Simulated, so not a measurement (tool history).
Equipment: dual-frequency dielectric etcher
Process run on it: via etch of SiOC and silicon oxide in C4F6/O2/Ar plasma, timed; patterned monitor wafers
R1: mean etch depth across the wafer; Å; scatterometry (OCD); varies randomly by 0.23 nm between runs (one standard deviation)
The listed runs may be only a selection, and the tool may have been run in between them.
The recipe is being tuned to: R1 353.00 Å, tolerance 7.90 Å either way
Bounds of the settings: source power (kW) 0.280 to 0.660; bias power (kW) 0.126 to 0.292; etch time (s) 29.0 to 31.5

run 1 hour=0.0 | source_power_(kW)=0.470 bias_power_(kW)=0.209 etch_time_(s)=31.5 | R1=404.90
run 2 hour=5.6 | source_power_(kW)=0.520 bias_power_(kW)=0.209 etch_time_(s)=31.5 | R1=416.10
run 3 hour=6.3 | source_power_(kW)=0.480 bias_power_(kW)=0.201 etch_time_(s)=31.5 | R1=397.86
run 4 hour=13.9 | source_power_(kW)=0.450 bias_power_(kW)=0.198 etch_time_(s)=31.5 | R1=386.01
run 5 hour=15.4 | source_power_(kW)=0.450 bias_power_(kW)=0.225 etch_time_(s)=31.5 | R1=409.89
run 6 hour=23.0 | source_power_(kW)=0.420 bias_power_(kW)=0.220 etch_time_(s)=31.5 | R1=399.66
run 7 hour=25.8 | source_power_(kW)=0.400 bias_power_(kW)=0.214 etch_time_(s)=31.5 | R1=386.37
run 8 hour=34.7 | source_power_(kW)=0.380 bias_power_(kW)=0.212 etch_time_(s)=31.5 | R1=375.55

Which one of the following 4 next-run settings gets every result inside its allowed miss? There is exactly one.
run A hour=43.6 | source_power_(kW)=0.400 bias_power_(kW)=0.219 etch_time_(s)=30.5 | R1=?
run B hour=43.6 | source_power_(kW)=0.380 bias_power_(kW)=0.191 etch_time_(s)=29.5 | R1=?
run C hour=43.6 | source_power_(kW)=0.390 bias_power_(kW)=0.202 etch_time_(s)=30.0 | R1=?
run D hour=43.6 | source_power_(kW)=0.400 bias_power_(kW)=0.234 etch_time_(s)=31.5 | R1=?

move=A R1=379.81
move=B R1=339.40
move=C R1=357.13
move=D R1=404.27
A: further off than the last run
B: the result that was furthest off in the last run now lies on the other side of its target
C: hits every target within its allowed miss
D: further off than the last run
C is the move that brings every result within its allowed miss.

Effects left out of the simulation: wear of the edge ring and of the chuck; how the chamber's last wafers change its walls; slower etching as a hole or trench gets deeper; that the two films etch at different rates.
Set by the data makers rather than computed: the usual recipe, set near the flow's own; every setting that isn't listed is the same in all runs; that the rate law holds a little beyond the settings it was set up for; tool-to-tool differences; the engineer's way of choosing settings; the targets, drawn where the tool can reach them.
